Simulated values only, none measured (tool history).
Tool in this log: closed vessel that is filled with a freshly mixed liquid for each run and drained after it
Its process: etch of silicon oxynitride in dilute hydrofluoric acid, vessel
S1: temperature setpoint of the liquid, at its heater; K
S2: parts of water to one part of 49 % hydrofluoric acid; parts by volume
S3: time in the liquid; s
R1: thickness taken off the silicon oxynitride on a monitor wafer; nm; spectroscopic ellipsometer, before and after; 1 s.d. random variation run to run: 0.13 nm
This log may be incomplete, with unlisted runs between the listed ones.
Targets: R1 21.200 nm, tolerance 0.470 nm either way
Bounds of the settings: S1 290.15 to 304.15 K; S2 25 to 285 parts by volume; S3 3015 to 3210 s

| run | hour | S1 | S2 | S3 | R1 |
|---|---|---|---|---|---|
| 1 | 0.0 | 296.15 | 155 | 3015 | 27.737 |
| 2 | 1.5 | 298.15 | 155 | 3015 | 30.201 |
| 3 | 8.3 | 296.65 | 155 | 3015 | 28.450 |
| 4 | 16.6 | 294.65 | 155 | 3015 | 25.565 |
| 5 | 25.2 | 294.65 | 155 | 3015 | 25.858 |
| 6 | 29.4 | 294.65 | 155 | 3210 | 27.635 |
| 7 | 32.4 | 293.15 | 155 | 3210 | 25.694 |
| 8 | 40.9 | 292.15 | 155 | 3210 | 24.434 |
| 9 | 42.6 | 291.65 | 155 | 3210 | 24.137 |

Which one of the following 5 next-run settings gets every result inside its allowed miss? There is exactly one.
| A | 44.3 | 291.65 | 170 | 3175 | ? |
| B | 44.3 | 290.65 | 165 | 3090 | ? |
| C | 44.3 | 293.65 | 135 | 3110 | ? |
| D | 44.3 | 290.65 | 140 | 3210 | ? |
| E | 44.3 | 290.15 | 120 | 3015 | ? |

| move | R1 |
|---|---|
| A | 21.467 |
| B | 20.578 |
| C | 29.832 |
| D | 25.593 |
| E | 27.711 |
A: hits every target within its allowed miss
B: takes the biggest miss from the last run beyond its target
C: lands further from the targets than the last run did
D: lands further from the targets than the last run did
E: lands further from the targets than the last run did
Correct choice: A, which meets every target
